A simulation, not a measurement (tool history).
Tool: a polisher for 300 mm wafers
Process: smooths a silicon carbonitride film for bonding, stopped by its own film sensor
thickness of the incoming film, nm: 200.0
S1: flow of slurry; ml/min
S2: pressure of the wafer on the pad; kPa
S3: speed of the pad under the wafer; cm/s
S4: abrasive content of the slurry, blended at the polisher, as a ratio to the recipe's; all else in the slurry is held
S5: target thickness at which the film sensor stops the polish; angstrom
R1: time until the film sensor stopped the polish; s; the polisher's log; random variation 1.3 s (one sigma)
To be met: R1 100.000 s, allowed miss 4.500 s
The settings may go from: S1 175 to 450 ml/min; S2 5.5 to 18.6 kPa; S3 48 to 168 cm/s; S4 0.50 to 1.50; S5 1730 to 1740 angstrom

run    day   S1    S2   S3    S4    S5       R1
  1  0.000  290  11.7  108  1.00  1740  169.640
  2  0.050  290  11.7  108  0.90  1740  177.270
  3  0.079  290  11.7  108  0.70  1740  200.340
  4  0.392  290  13.8  114  0.70  1740  165.910
  5  0.625  290  13.8  102  0.70  1740  173.830
  6  0.838  360  13.8  102  0.70  1740  178.370
  7  1.171  360  15.2  112  0.70  1740  148.240
  8  1.262  360  16.5  118  0.70  1740  133.640
  9  1.492  360  17.2  126  0.70  1740  119.740
 10  1.862  360  17.9  130  0.70  1740  113.240
 11  2.150  360  17.9  134  0.70  1740  107.170
 12  2.354  360  17.9  136  0.70  1740  108.850
 13  2.471  360  17.9  138  0.70  1740  107.910
 14  2.692  360  17.9  140  0.70  1740  106.480
     2.871  -- worn pad replaced by a new one
 15  2.871  360  18.6  142  0.70  1740   92.620
 16  3.233  365  18.6  142  0.70  1740   90.334

4 next moves are on the table. One of them brings every result within its allowed miss. Which?
  A  3.596  345  15.2  146  0.85  1740   ?
  B  3.596  285  17.9  122  0.75  1730   ?
  C  3.596  350  17.9  116  0.75  1730   ?
  D  3.596  375  17.9  148  0.75  1730   ?

move       R1
   A   99.353
   B  109.640
   C  111.890
   D   92.388
A: meets every target
B: takes the result that was furthest off past its target
C: takes the result that was furthest off past its target
D: nearer than the last run, and not there yet
Answer: A

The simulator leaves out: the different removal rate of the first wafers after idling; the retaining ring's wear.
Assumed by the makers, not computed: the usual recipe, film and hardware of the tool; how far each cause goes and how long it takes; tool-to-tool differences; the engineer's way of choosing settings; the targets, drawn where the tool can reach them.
